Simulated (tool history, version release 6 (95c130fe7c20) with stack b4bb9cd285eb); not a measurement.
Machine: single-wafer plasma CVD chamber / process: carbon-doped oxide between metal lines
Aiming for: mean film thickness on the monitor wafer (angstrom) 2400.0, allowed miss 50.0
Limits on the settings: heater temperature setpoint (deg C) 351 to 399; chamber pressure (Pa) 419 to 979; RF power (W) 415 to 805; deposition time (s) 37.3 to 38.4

| run | hour | heater temperature setpoint (deg C) | chamber pressure (Pa) | RF power (W) | deposition time (s) | mean film thickness on the monitor wafer (angstrom) |
|---|---|---|---|---|---|---|
| 1 | 0.0 | 375 | 699 | 610 | 37.3 | 2107.4 |
| 2 | 8.1 | 374 | 723 | 625 | 37.3 | 2152.0 |
| 3 | 12.2 | 373 | 744 | 640 | 37.3 | 2205.6 |
| 4 | 19.5 | 373 | 689 | 640 | 37.3 | 2174.2 |
| 5 | 21.3 | 377 | 689 | 640 | 37.3 | 2152.5 |
| 6 | 27.6 | 376 | 719 | 650 | 37.3 | 2199.9 |
| 7 | 29.3 | 375 | 744 | 660 | 37.3 | 2240.2 |
| 8 | 35.6 | 374 | 765 | 665 | 37.3 | 2270.8 |

Next run, 4 choices. One meets every target within its allowed miss, the rest don't. Which?
| A | 41.9 | 377 | 756 | 625 | 37.3 | ? |
| B | 41.9 | 374 | 753 | 615 | 37.3 | ? |
| C | 41.9 | 378 | 764 | 705 | 38.2 | ? |
| D | 41.9 | 375 | 724 | 605 | 37.3 | ? |

| move | mean film thickness on the monitor wafer (angstrom) |
|---|---|
| A | 2159.3 |
| B | 2147.0 |
| C | 2409.8 |
| D | 2103.1 |
A: misses by more than the last run did
B: misses by more than the last run did
C: each result inside its tolerance
D: misses by more than the last run did
Answer: C
